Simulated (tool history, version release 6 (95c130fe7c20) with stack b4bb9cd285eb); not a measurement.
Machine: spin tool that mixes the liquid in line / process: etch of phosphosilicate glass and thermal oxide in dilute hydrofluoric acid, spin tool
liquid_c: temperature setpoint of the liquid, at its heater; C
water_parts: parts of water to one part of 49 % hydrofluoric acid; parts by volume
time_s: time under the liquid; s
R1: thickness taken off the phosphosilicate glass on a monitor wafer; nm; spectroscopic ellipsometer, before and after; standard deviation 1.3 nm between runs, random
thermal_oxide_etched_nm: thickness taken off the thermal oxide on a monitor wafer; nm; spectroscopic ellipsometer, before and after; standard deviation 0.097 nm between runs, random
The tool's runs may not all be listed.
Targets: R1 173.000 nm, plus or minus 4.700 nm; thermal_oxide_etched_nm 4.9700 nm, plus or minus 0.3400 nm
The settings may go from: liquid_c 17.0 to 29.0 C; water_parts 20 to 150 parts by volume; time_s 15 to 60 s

run 1 hour=0.0 | liquid_c=21.0 water_parts=85 time_s=30 | R1=42.651 thermal_oxide_etched_nm=1.2108
run 2 hour=2.4 | liquid_c=21.0 water_parts=85 time_s=45 | R1=63.450 thermal_oxide_etched_nm=1.8693
run 3 hour=3.1 | liquid_c=23.5 water_parts=70 time_s=45 | R1=87.114 thermal_oxide_etched_nm=2.4542
run 4 hour=9.8 | liquid_c=23.5 water_parts=70 time_s=50 | R1=96.446 thermal_oxide_etched_nm=2.8044
run 5 hour=15.2 | liquid_c=23.5 water_parts=70 time_s=40 | R1=77.205 thermal_oxide_etched_nm=2.2688
run 6 hour=24.0 | liquid_c=25.0 water_parts=55 time_s=40 | R1=106.070 thermal_oxide_etched_nm=3.0416
run 7 hour=29.7 | liquid_c=26.0 water_parts=50 time_s=40 | R1=125.430 thermal_oxide_etched_nm=3.5075
run 8 hour=33.4 | liquid_c=27.0 water_parts=45 time_s=40 | R1=143.210 thermal_oxide_etched_nm=4.1395
run 9 hour=36.3 | liquid_c=27.5 water_parts=45 time_s=40 | R1=146.580 thermal_oxide_etched_nm=4.2944
run 10 hour=43.2 | liquid_c=28.0 water_parts=45 time_s=40 | R1=150.970 thermal_oxide_etched_nm=4.4510

5 candidate next runs follow, results not yet known. Just one meets every target within its allowed miss. Identify it.
run A hour=50.1 | liquid_c=24.0 water_parts=35 time_s=45 | R1=? thermal_oxide_etched_nm=?
run B hour=50.1 | liquid_c=28.0 water_parts=40 time_s=45 | R1=? thermal_oxide_etched_nm=?
run C hour=50.1 | liquid_c=18.0 water_parts=40 time_s=50 | R1=? thermal_oxide_etched_nm=?
run D hour=50.1 | liquid_c=28.5 water_parts=45 time_s=45 | R1=? thermal_oxide_etched_nm=?
run E hour=50.1 | liquid_c=27.5 water_parts=55 time_s=55 | R1=? thermal_oxide_etched_nm=?

move=A R1=187.440 thermal_oxide_etched_nm=5.3319
move=B R1=192.270 thermal_oxide_etched_nm=5.4692
move=C R1=139.920 thermal_oxide_etched_nm=3.9801
move=D R1=173.170 thermal_oxide_etched_nm=4.9257
move=E R1=163.990 thermal_oxide_etched_nm=4.6647
A: takes the result that was furthest off past its target
B: takes the result that was furthest off past its target
C: misses by more than the last run did
D: each result inside its tolerance
E: better than the last run, though not everything is in spec
Correct choice: D, which meets every target

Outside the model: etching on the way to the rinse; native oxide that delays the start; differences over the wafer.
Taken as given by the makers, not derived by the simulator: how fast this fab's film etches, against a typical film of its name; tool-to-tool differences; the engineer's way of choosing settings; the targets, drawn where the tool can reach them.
